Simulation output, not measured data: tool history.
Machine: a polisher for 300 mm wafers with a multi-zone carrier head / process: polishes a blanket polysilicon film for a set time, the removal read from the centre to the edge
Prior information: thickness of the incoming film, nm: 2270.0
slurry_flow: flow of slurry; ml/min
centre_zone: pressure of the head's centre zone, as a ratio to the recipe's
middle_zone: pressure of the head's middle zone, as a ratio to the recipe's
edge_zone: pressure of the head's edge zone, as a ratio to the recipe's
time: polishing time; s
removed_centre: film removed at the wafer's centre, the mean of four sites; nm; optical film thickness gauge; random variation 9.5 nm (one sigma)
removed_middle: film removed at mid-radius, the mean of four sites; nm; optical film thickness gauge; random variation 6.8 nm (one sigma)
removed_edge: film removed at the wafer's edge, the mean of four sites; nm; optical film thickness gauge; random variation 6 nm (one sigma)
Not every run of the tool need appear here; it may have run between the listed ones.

run	hour	slurry_flow	centre_zone	middle_zone	edge_zone	time	removed_centre	removed_middle	removed_edge
1	0.0	155	1.00	1.00	1.00	46	565.75	570.95	578.91
2	7.0	160	1.00	1.01	1.02	48	602.83	597.71	610.20
3	13.9	160	0.94	1.01	1.02	48	564.14	597.09	603.57
4	21.9	160	0.94	1.02	1.04	50	574.12	617.95	633.18
5	26.8	185	0.94	1.02	1.04	50	596.98	638.05	653.83
6	29.3	190	0.95	1.03	1.06	51	619.32	668.63	667.14
7	34.3	190	0.95	1.03	1.07	53	633.89	684.46	704.59

Forecast run 8:
8	42.0	195	0.96	1.04	1.08	54	?	?	?

{"run 8": {"removed_centre": 667.96, "removed_middle": 714.96, "removed_edge": 716.52}}
